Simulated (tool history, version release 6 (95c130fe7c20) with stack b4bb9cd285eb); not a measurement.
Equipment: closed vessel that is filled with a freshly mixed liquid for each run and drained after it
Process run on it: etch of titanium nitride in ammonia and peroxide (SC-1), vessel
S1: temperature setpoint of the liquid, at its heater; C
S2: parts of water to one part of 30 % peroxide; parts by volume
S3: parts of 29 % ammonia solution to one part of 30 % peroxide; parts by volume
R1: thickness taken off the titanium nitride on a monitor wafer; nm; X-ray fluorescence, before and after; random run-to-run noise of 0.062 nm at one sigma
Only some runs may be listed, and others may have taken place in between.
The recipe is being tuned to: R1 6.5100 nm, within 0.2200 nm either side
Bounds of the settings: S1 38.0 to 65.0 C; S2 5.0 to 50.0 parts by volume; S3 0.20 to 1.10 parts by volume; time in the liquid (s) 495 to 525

run 1 hour=0.0 | S1=49.0 S2=27.5 S3=0.60 time_in_the_liquid_(s)=495 | R1=17.4340
run 2 hour=1.2 | S1=47.5 S2=29.0 S3=0.60 time_in_the_liquid_(s)=495 | R1=15.1170
run 3 hour=9.4 | S1=53.5 S2=29.0 S3=0.60 time_in_the_liquid_(s)=495 | R1=22.7740
run 4 hour=9.9 | S1=51.0 S2=30.5 S3=0.60 time_in_the_liquid_(s)=495 | R1=18.9250
-- hour=15.7 thermometer replaced
run 5 hour=15.7 | S1=48.0 S2=30.5 S3=0.60 time_in_the_liquid_(s)=495 | R1=13.7450
run 6 hour=22.4 | S1=48.0 S2=30.5 S3=0.40 time_in_the_liquid_(s)=495 | R1=12.9120
run 7 hour=27.1 | S1=46.5 S2=30.5 S3=0.40 time_in_the_liquid_(s)=495 | R1=11.5280
run 8 hour=28.3 | S1=46.5 S2=30.5 S3=0.40 time_in_the_liquid_(s)=495 | R1=11.5280
run 9 hour=36.3 | S1=45.5 S2=30.5 S3=0.40 time_in_the_liquid_(s)=495 | R1=10.6600
run 10 hour=38.1 | S1=44.5 S2=30.5 S3=0.40 time_in_the_liquid_(s)=495 | R1=9.9570
run 11 hour=42.4 | S1=43.5 S2=30.5 S3=0.40 time_in_the_liquid_(s)=495 | R1=9.1351
run 12 hour=50.4 | S1=43.5 S2=30.5 S3=0.40 time_in_the_liquid_(s)=495 | R1=9.4412
run 13 hour=54.0 | S1=38.0 S2=30.5 S3=0.40 time_in_the_liquid_(s)=495 | R1=6.2130

Which one of the following 5 next-run settings gets every result inside its allowed miss? There is exactly one.
run A hour=57.6 | S1=40.0 S2=42.0 S3=0.30 time_in_the_liquid_(s)=510 | R1=?
run B hour=57.6 | S1=43.5 S2=44.5 S3=0.20 time_in_the_liquid_(s)=525 | R1=?
run C hour=57.6 | S1=38.5 S2=29.5 S3=0.35 time_in_the_liquid_(s)=500 | R1=?
run D hour=57.6 | S1=39.0 S2=35.0 S3=0.35 time_in_the_liquid_(s)=495 | R1=?
run E hour=57.6 | S1=39.0 S2=27.0 S3=0.35 time_in_the_liquid_(s)=500 | R1=?

move=A R1=5.8363
move=B R1=6.9340
move=C R1=6.4669
move=D R1=6.0231
move=E R1=7.0625
A: lands further from the targets than the last run did
B: takes the biggest miss from the last run beyond its target
C: every result lands within tolerance
D: lands further from the targets than the last run did
E: takes the biggest miss from the last run beyond its target
C is the move that brings every result within its allowed miss.
